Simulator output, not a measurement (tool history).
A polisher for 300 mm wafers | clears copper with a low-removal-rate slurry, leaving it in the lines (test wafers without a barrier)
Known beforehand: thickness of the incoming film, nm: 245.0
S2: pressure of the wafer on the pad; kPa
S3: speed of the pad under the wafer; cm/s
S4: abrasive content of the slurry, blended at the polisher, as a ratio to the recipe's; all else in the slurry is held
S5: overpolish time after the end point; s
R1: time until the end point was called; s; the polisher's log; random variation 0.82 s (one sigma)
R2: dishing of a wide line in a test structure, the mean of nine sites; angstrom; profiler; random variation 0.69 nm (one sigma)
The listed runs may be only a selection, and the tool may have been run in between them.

run 1 hour=0 | flow_of_slurry_(ml/min)=215 S2=21.4 S3=108 S4=1 S5=11 | R1=78.812 R2=221.58
run 2 hour=8.8 | flow_of_slurry_(ml/min)=215 S2=21.4 S3=108 S4=1 S5=13 | R1=76.944 R2=263.03
run 3 hour=9.7 | flow_of_slurry_(ml/min)=215 S2=21.4 S3=96 S4=1 S5=13 | R1=90.095 R2=231.81
run 4 hour=10.2 | flow_of_slurry_(ml/min)=215 S2=21.4 S3=122 S4=1 S5=13 | R1=71.258 R2=280.8
run 5 hour=18.7 | flow_of_slurry_(ml/min)=265 S2=21.4 S3=122 S4=1 S5=13 | R1=67.077 R2=289.67
-- hour=24.2 slurry blender recalibrated
run 6 hour=24.2 | flow_of_slurry_(ml/min)=265 S2=21.4 S3=122 S4=0.9 S5=13 | R1=65.828 R2=301.76
run 7 hour=32.2 | flow_of_slurry_(ml/min)=250 S2=23.4 S3=122 S4=0.85 S5=14 | R1=60.609 R2=341.47
run 8 hour=35.8 | flow_of_slurry_(ml/min)=240 S2=24.8 S3=122 S4=0.85 S5=15 | R1=57.866 R2=386.04
run 9 hour=37 | flow_of_slurry_(ml/min)=235 S2=26.2 S3=122 S4=0.85 S5=16 | R1=55.87 R2=421.53

Forecast run 10:
run 10 hour=38.8 | flow_of_slurry_(ml/min)=235 S2=26.9 S3=122 S4=0.85 S5=17 | R1=? R2=?

{"run 10": {"R1": 53.493, "R2": 460.15}}

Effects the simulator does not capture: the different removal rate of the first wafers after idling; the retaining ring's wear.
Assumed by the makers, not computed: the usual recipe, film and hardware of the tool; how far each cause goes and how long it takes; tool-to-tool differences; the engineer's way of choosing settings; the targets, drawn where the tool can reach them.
